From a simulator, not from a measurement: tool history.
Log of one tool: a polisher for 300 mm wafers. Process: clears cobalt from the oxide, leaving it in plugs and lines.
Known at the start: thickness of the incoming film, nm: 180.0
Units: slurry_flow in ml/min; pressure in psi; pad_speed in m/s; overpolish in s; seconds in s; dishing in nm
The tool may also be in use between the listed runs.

run	hour	slurry_flow	pressure	pad_speed	overpolish	seconds	dishing
1	0.0	220	1.9	1.06	29	31.992	50.055
2	5.2	220	1.9	1.06	34	31.619	51.179
3	8.7	220	1.9	0.84	34	39.462	49.790
4	13.3	220	1.6	0.80	36	48.277	48.923
5	16.5	220	1.6	0.80	26	48.552	44.588
6	24.8	220	1.4	0.78	31	54.862	45.174
7	28.2	220	1.4	0.78	31	55.297	45.993
8	35.5	220	1.4	0.78	31	54.436	45.108
9	38.3	220	1.3	0.76	35	60.367	45.360
10	45.3	220	1.2	0.74	39	66.875	45.493
11	50.2	220	1.2	0.74	42	64.452	46.755
12	51.3	220	1.1	0.74	44	68.865	47.373
13	55.1	220	1.1	0.74	45	68.763	46.932

The next listed run, before its measurement:
14	63.6	220	1.1	0.74	46	?	?

Run 14 gave seconds 68.303 s, dishing 46.935 nm.

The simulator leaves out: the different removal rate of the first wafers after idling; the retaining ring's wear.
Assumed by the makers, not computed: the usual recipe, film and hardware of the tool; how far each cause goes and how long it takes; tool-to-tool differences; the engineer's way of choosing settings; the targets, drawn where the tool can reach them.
